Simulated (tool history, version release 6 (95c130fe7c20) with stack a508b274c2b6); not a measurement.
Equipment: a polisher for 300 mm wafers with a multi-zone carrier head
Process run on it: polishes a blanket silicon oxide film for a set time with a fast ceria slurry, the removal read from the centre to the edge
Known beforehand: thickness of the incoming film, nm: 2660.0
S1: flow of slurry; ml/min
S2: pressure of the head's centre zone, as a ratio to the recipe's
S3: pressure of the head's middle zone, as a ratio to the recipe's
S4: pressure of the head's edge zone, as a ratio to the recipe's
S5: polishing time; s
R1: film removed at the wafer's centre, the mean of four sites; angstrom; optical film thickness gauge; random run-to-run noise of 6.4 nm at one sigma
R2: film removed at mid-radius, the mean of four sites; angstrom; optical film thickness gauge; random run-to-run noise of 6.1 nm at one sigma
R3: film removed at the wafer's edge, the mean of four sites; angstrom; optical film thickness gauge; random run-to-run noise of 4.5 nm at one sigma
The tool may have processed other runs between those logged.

Run 1, hour 0.0: S1 210 ml/min, S2 1.00, S3 1.00, S4 1.00, S5 68 s. Result: R1 5897.4 angstrom, R2 5909.2 angstrom, R3 5889.9 angstrom.
Run 2, hour 6.5: S1 210 ml/min, S2 1.00, S3 1.03, S4 1.00, S5 68 s. Result: R1 5823.1 angstrom, R2 5977.2 angstrom, R3 5863.4 angstrom.
Run 3, hour 15.4: S1 210 ml/min, S2 1.00, S3 1.03, S4 0.93, S5 68 s. Result: R1 5987.4 angstrom, R2 6024.9 angstrom, R3 5789.1 angstrom.
Run 4, hour 19.2: S1 200 ml/min, S2 0.97, S3 0.99, S4 0.95, S5 67 s. Result: R1 5637.4 angstrom, R2 5812.9 angstrom, R3 5722.7 angstrom.
Run 5, hour 22.5: S1 190 ml/min, S2 0.96, S3 0.95, S4 0.97, S5 66 s. Result: R1 5404.3 angstrom, R2 5461.4 angstrom, R3 5625.2 angstrom.
Run 6, hour 26.8: S1 190 ml/min, S2 0.99, S3 0.95, S4 0.97, S5 66 s. Result: R1 5659.3 angstrom, R2 5444.5 angstrom, R3 5639.8 angstrom.
Run 7, hour 31.8: S1 190 ml/min, S2 0.99, S3 0.95, S4 0.97, S5 66 s. Result: R1 5670.6 angstrom, R2 5555.3 angstrom, R3 5556.3 angstrom.
Run 8, hour 37.3: S1 185 ml/min, S2 0.97, S3 0.92, S4 0.99, S5 66 s. Result: R1 5532.0 angstrom, R2 5380.9 angstrom, R3 5691.8 angstrom.

Run 9 comes next. What will it give?
Run 9, hour 44.3: S1 180 ml/min, S2 0.96, S3 0.91, S4 0.99, S5 66 s. Result: R1 ?, R2 ?, R3 ?.

R1: 5374.1 angstrom
R2: 5301.3 angstrom
R3: 5669.8 angstrom
